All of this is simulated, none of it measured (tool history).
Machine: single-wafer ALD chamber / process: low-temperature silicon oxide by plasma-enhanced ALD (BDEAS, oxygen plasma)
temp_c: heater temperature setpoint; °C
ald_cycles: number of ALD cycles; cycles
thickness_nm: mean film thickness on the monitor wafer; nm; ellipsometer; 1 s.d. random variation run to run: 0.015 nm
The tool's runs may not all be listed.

run	hour	temp_c	ald_cycles	thickness_nm
1	0	90	35	5.3673
2	5.3	94	35	5.33
3	11	87	35	5.4352
4	18.9	89	35	5.3972
5	25.1	97	35	5.2444
6	31.2	99	35	5.2173
7	34.7	100	35	5.1872
8	40	101	35	5.1983
9	48.8	113	30	4.3478
10	56.5	112	30	4.365

Estimate the outcome of run 11 from the log above:
11	63.2	111	30	?

thickness_nm: 4.3789 nm
